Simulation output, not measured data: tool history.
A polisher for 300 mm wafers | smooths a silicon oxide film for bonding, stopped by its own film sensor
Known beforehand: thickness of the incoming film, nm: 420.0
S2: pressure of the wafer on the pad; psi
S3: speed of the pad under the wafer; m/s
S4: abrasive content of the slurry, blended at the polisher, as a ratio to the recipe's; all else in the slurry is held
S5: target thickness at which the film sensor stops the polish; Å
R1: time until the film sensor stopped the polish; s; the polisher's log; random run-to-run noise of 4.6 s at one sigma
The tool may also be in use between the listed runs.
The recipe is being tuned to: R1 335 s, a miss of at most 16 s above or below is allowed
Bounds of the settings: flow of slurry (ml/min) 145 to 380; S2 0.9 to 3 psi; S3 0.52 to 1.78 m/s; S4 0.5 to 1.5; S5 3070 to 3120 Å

{"run": 1, "day": 0.0, "flow of slurry (ml/min)": 245, "S2": 1.9, "S3": 1.14, "S4": 1, "S5": 3120, "R1": 135.78}
{"run": 2, "day": 0.333, "flow of slurry (ml/min)": 245, "S2": 1.7, "S3": 1.04, "S4": 1, "S5": 3120, "R1": 161.15}
{"run": 3, "day": 0.379, "flow of slurry (ml/min)": 245, "S2": 1.7, "S3": 1.04, "S4": 1, "S5": 3070, "R1": 170.42}
{"run": 4, "day": 0.575, "flow of slurry (ml/min)": 245, "S2": 1.5, "S3": 0.96, "S4": 1, "S5": 3070, "R1": 203.06}
{"run": 5, "day": 0.654, "flow of slurry (ml/min)": 245, "S2": 1.4, "S3": 0.92, "S4": 1, "S5": 3070, "R1": 232.73}
{"run": 6, "day": 0.912, "flow of slurry (ml/min)": 245, "S2": 1.3, "S3": 0.9, "S4": 1, "S5": 3070, "R1": 240.67}
{"run": 7, "day": 1.046, "flow of slurry (ml/min)": 245, "S2": 1.2, "S3": 0.88, "S4": 1, "S5": 3070, "R1": 278.49}
{"run": 8, "day": 1.329, "flow of slurry (ml/min)": 245, "S2": 0.9, "S3": 0.88, "S4": 1, "S5": 3070, "R1": 356.47}

Which single option among these 5 for the next run brings every result within its allowed miss of target? Just one does.
{"run": "A", "day": 1.612, "flow of slurry (ml/min)": 255, "S2": 1, "S3": 0.62, "S4": 1.2, "S5": 3070, "R1": "?"}
{"run": "B", "day": 1.612, "flow of slurry (ml/min)": 150, "S2": 1.2, "S3": 0.8, "S4": 0.8, "S5": 3100, "R1": "?"}
{"run": "C", "day": 1.612, "flow of slurry (ml/min)": 210, "S2": 0.9, "S3": 0.74, "S4": 1.15, "S5": 3120, "R1": "?"}
{"run": "D", "day": 1.612, "flow of slurry (ml/min)": 250, "S2": 1, "S3": 0.54, "S4": 1.35, "S5": 3100, "R1": "?"}
{"run": "E", "day": 1.612, "flow of slurry (ml/min)": 230, "S2": 1.1, "S3": 0.84, "S4": 0.85, "S5": 3090, "R1": "?"}

move=A R1=372.54
move=B R1=363.35
move=C R1=360
move=D R1=383.23
move=E R1=333.68
A: its largest miss is bigger than the last run's
B: its largest miss is bigger than the last run's
C: its largest miss is bigger than the last run's
D: its largest miss is bigger than the last run's
E: every result lands within tolerance
Go with E: it meets all targets.
